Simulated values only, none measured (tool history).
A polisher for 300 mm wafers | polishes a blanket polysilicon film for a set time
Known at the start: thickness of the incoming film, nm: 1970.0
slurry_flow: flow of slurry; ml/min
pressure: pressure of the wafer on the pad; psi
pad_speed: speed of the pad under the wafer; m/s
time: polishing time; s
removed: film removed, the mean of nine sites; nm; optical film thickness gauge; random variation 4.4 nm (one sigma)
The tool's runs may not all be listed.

{"run": 1, "day": 0.0, "slurry_flow": 305, "pressure": 2.2, "pad_speed": 0.76, "time": 34, "removed": 151.56}
{"run": 2, "day": 0.192, "slurry_flow": 305, "pressure": 2.5, "pad_speed": 0.76, "time": 34, "removed": 172.25}
{"run": 3, "day": 0.225, "slurry_flow": 255, "pressure": 2.5, "pad_speed": 0.76, "time": 34, "removed": 166.23}
{"run": 4, "day": 0.483, "slurry_flow": 255, "pressure": 2.5, "pad_speed": 0.64, "time": 34, "removed": 148.71}
{"run": 5, "day": 0.571, "slurry_flow": 295, "pressure": 2.5, "pad_speed": 0.64, "time": 34, "removed": 144.68}
{"run": 6, "day": 0.792, "slurry_flow": 295, "pressure": 2.5, "pad_speed": 0.56, "time": 34, "removed": 131.22}
{"run": 7, "day": 1.0, "slurry_flow": 295, "pressure": 2.7, "pad_speed": 0.62, "time": 34, "removed": 152.63}
{"run": 8, "day": 1.129, "slurry_flow": 310, "pressure": 3.3, "pad_speed": 0.82, "time": 34, "removed": 247.32}
{"run": 9, "day": 1.279, "slurry_flow": 310, "pressure": 3.3, "pad_speed": 0.84, "time": 34, "removed": 254.26}
{"day": 1.654, "done": "slurry nozzle cleaned"}
{"run": 10, "day": 1.654, "slurry_flow": 310, "pressure": 3.3, "pad_speed": 0.86, "time": 34, "removed": 255.21}

Forecast run 11:
{"run": 11, "day": 1.683, "slurry_flow": 310, "pressure": 3.3, "pad_speed": 0.88, "time": 34, "removed": "?"}

removed: 274.90 nm

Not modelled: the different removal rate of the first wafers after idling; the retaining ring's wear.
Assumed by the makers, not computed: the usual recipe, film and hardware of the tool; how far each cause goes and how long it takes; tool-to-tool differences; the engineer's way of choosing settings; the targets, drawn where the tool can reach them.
